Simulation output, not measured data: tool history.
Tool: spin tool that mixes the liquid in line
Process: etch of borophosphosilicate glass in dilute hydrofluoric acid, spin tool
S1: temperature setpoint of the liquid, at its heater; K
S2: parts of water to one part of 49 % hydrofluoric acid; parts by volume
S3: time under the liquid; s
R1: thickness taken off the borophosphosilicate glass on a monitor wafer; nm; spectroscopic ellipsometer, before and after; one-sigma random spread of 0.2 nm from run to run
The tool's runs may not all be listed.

run    day      S1  S2  S3      R1
  1  0.000  299.15  70  50  42.277
  2  0.067  300.65  70  50  43.598
  3  0.183  299.65  75  50  38.929
  4  0.408  298.65  80  50  35.385
  5  0.483  301.15  80  50  39.630
  6  0.592  300.15  80  50  37.622
  7  0.717  299.15  80  50  35.631
  8  0.850  298.15  80  50  34.961
  9  1.062  297.65  85  50  31.190
 10  1.225  297.15  85  50  30.974

What does the tool deliver on the next run?
 11  1.425  296.65  85  50   ?

Logged for run 11: R1 29.809 nm.

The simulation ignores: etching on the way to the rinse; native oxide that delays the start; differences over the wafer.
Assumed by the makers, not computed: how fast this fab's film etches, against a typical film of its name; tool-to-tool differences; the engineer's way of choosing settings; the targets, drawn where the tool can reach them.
